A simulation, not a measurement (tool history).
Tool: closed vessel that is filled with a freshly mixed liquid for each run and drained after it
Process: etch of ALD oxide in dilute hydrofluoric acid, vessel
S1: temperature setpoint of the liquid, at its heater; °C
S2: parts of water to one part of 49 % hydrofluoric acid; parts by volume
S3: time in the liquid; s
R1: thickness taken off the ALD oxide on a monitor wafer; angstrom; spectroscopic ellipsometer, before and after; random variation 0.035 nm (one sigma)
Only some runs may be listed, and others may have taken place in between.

run	day	S1	S2	S3	R1
1	0	26	165	30	63.796
2	0.192	26	195	30	52.121
3	0.479	28.5	195	30	57.218
4	0.808	30	185	30	64.168
5	1.117	33.5	185	30	72.312
6	1.212	33.5	175	30	77.764
7	1.538	33.5	165	30	83.973
8	1.917	34	140	30	104.19

Forecast run 9:
9	2.15	33.5	140	30	?

Run 9 came out at R1 102.67 angstrom.
